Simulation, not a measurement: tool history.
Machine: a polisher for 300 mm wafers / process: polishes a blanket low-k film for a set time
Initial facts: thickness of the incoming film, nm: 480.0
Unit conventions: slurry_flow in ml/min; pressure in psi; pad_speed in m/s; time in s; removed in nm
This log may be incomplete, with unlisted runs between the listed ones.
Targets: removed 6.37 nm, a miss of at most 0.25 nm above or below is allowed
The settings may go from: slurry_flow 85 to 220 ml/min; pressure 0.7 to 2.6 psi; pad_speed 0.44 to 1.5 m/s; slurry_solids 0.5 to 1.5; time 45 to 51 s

run    day  slurry_flow  pressure  pad_speed  slurry_solids  time  removed
  1      0          140       1.6       0.96              1    51   13.688
  2  0.354          140       1.5       0.92              1    51   12.323
  3  0.583          140       1.7       0.92              1    51   13.871
  4  0.925          140       1.7       0.72              1    51    11.46
  5  1.238          140       1.6       0.72              1    51   10.677
  6  1.275          140       1.5       0.72              1    51   10.471
  7  1.396          140       1.4        0.7              1    51   9.2832
  8  1.612          140       1.3        0.7              1    51   8.5595
  9  1.654          140       1.3        0.7              1    51   8.8211
 10  1.679          140       1.2        0.7              1    51     7.95
 11  1.871          135         1        0.7              1    51   6.7761
 12  1.954          130         1        0.7              1    51   6.6713

Of the 5 settings listed for the next run, only one would bring every result within its allowed miss of target. Which one?
  A  2.038          125       1.1       0.74           1.05    46        ?
  B  2.038          165       0.8        0.8            1.1    45        ?
  C  2.038          100         1        0.6           1.15    51        ?
  D  2.038          130       0.9       0.68            1.1    47        ?
  E  2.038          190       1.1       0.64           0.95    46        ?

move  removed
   A   6.9482
   B    5.778
   C   5.8651
   D   5.6573
   E   6.3387
A: moves away from the targets compared with the last run
B: takes the result that was furthest off past its target
C: takes the result that was furthest off past its target
D: takes the result that was furthest off past its target
E: all results land within tolerance of their targets
The move that meets every target is E.
